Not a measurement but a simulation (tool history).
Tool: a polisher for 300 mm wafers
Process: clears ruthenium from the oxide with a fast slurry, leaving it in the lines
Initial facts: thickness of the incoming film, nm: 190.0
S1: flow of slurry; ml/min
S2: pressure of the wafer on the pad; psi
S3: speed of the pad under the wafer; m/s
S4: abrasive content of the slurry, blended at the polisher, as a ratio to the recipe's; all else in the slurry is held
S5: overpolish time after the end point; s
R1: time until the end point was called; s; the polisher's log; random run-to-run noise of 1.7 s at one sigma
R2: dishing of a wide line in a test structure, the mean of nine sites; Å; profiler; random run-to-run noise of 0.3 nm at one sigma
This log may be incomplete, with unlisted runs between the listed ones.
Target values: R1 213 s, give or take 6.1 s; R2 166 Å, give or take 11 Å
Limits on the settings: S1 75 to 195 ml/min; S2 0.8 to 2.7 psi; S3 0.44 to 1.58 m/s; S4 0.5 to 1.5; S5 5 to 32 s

Run 1, hour 0: S1 125 ml/min, S2 1.7 psi, S3 1 m/s, S4 1, S5 16 s. Result: R1 82.654 s, R2 324.67 Å.
Run 2, hour 5.3: S1 125 ml/min, S2 1.7 psi, S3 1 m/s, S4 1.1, S5 16 s. Result: R1 81.88 s, R2 340.38 Å.
Run 3, hour 9.1: S1 125 ml/min, S2 1.7 psi, S3 1.16 m/s, S4 1.1, S5 16 s. Result: R1 69.886 s, R2 387.79 Å.
Run 4, hour 12: S1 125 ml/min, S2 1.7 psi, S3 1.16 m/s, S4 1.25, S5 16 s. Result: R1 66.872 s, R2 401.99 Å.
Run 5, hour 15.6: S1 115 ml/min, S2 1.4 psi, S3 0.98 m/s, S4 1.25, S5 17 s. Result: R1 96.443 s, R2 307.98 Å.
Run 6, hour 22.6: S1 115 ml/min, S2 1.4 psi, S3 0.98 m/s, S4 1.25, S5 13 s. Result: R1 95.806 s, R2 239.86 Å.
Run 7, hour 25.9: S1 110 ml/min, S2 1.2 psi, S3 0.86 m/s, S4 1.25, S5 15 s. Result: R1 125.3 s, R2 209.42 Å.
Run 8, hour 28: S1 85 ml/min, S2 0.8 psi, S3 0.6 m/s, S4 1.25, S5 20 s. Result: R1 273.47 s, R2 130.22 Å.
Run 9, hour 30.2: S1 105 ml/min, S2 0.8 psi, S3 0.6 m/s, S4 1.25, S5 20 s. Result: R1 262.4 s, R2 143.04 Å.
Run 10, hour 31.1: S1 120 ml/min, S2 0.8 psi, S3 0.6 m/s, S4 1.25, S5 19 s. Result: R1 247.78 s, R2 136.24 Å.

Pick the move, out of 5, that brings all results within their allowed miss; only one does.
Run A, hour 32: S1 125 ml/min, S2 0.9 psi, S3 0.7 m/s, S4 1.25, S5 18 s. Result: R1 ?, R2 ?.
Run B, hour 32: S1 85 ml/min, S2 1 psi, S3 0.64 m/s, S4 1.2, S5 24 s. Result: R1 ?, R2 ?.
Run C, hour 32: S1 120 ml/min, S2 0.8 psi, S3 0.64 m/s, S4 1.45, S5 21 s. Result: R1 ?, R2 ?.
Run D, hour 32: S1 100 ml/min, S2 0.8 psi, S3 0.72 m/s, S4 1.35, S5 20 s. Result: R1 ?, R2 ?.
Run E, hour 32: S1 130 ml/min, S2 1 psi, S3 0.58 m/s, S4 1.2, S5 17 s. Result: R1 ?, R2 ?.

move      R1      R2
   A  192.62  170.56
   B  213.64   203.5
   C  222.87  171.93
   D  212.79  171.51
   E  211.48  147.49
A: takes the biggest miss from the last run beyond its target
B: meets the target for the result that was furthest off, but another lies outside its allowed miss
C: moves toward the targets from the last run without getting all of them in spec
D: in spec on every target
E: meets the target for the result that was furthest off, but another lies outside its allowed miss
The move that meets every target is D.

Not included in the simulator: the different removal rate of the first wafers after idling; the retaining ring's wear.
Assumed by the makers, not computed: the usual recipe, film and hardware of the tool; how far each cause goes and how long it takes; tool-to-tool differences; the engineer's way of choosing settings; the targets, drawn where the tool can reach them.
